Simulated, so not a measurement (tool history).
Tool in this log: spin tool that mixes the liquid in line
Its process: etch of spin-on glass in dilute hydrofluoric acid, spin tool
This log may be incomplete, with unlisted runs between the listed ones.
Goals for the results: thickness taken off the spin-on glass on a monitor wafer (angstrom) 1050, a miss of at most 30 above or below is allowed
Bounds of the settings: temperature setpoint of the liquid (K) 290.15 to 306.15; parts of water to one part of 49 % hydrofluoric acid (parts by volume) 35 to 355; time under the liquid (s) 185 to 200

run,day,temperature setpoint of the liquid (K),parts of water to one part of 49 % hydrofluoric acid (parts by volume),time under the liquid (s),thickness taken off the spin-on glass on a monitor wafer (angstrom)
1,0,298.15,195,185,471.25
2,0.238,299.65,180,185,546.01
3,0.267,300.65,165,185,617.6
4,0.5,303.15,165,185,685.41
5,0.792,305.65,165,185,751.71
# day 0.892: hydrofluoric acid flow meter replaced
6,0.892,305.65,155,185,759.79
7,1.212,306.15,90,185,1470.6
8,1.329,304.15,90,185,1360.7
9,1.5,302.65,90,185,1273.9
10,1.688,301.65,90,185,1224.4
11,1.754,300.65,90,185,1186
12,2.088,297.15,95,185,978.81

5 next moves are on the table. One of them brings every result within its allowed miss. Which?
A,2.421,297.15,85,190,?
B,2.421,298.15,100,185,?
C,2.421,297.15,90,190,?
D,2.421,300.65,115,200,?
E,2.421,298.15,100,190,?

move,thickness taken off the spin-on glass on a monitor wafer (angstrom)
A,1126.8
B,952.17
C,1057.6
D,967.01
E,977.9
A: carries the result that was furthest off beyond its target, to the other side
B: moves away from the targets compared with the last run
C: hits every target within its allowed miss
D: moves away from the targets compared with the last run
E: roughly where the last run was
The right move is C.

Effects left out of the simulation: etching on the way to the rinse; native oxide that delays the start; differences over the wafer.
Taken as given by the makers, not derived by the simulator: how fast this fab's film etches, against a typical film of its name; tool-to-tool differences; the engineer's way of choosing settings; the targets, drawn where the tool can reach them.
